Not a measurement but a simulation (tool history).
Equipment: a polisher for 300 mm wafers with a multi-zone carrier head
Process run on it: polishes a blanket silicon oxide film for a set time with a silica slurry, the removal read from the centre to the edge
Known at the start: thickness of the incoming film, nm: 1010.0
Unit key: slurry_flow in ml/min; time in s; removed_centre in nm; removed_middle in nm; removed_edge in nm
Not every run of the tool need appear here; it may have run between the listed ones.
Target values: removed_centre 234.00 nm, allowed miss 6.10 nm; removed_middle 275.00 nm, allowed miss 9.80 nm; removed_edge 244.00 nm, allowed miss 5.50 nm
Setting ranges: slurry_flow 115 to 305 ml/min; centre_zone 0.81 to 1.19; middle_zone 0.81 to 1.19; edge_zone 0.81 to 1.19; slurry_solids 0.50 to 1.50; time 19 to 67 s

run  hour  slurry_flow  centre_zone  middle_zone  edge_zone  slurry_solids  time  removed_centre  removed_middle  removed_edge
  1   0.0          195         1.00         1.00       1.00           1.00    43          194.23          199.15        194.51
  2   0.6          215         1.01         1.06       1.05           1.10    43          211.32          221.42        209.82
  3   1.2          230         1.00         1.10       1.08           1.15    43          215.58          235.81        217.80
  4   3.0          240         1.00         1.13       1.11           1.20    43          218.77          245.79        225.76
  5   5.3          250         1.00         1.15       1.12           1.25    43          228.87          256.44        232.43
  6   6.9          250         1.00         1.18       1.12           1.25    43          224.59          263.67        230.83
  7   9.8          260         1.00         1.18       1.13           1.25    43          226.42          262.73        234.54
  8  16.4          260         1.00         1.18       1.13           1.25    43          228.79          262.09        231.85

Pick the move, out of 4, that brings all results within their allowed miss; only one does.
  A  23.0          275         1.02         1.14       1.16           1.20    42               ?               ?             ?
  B  23.0          270         0.98         1.17       1.09           1.25    45               ?               ?             ?
  C  23.0          180         1.01         1.19       1.12           1.15    46               ?               ?             ?
  D  23.0          305         1.02         1.14       1.05           1.15    43               ?               ?             ?

move  removed_centre  removed_middle  removed_edge
   A          223.37          247.20        227.37
   B          233.51          275.22        240.97
   C          222.91          260.25        230.31
   D          227.04          251.00        220.73
A: misses by more than the last run did
B: each result inside its tolerance
C: misses by more than the last run did
D: misses by more than the last run did
B is the move that brings every result within its allowed miss.
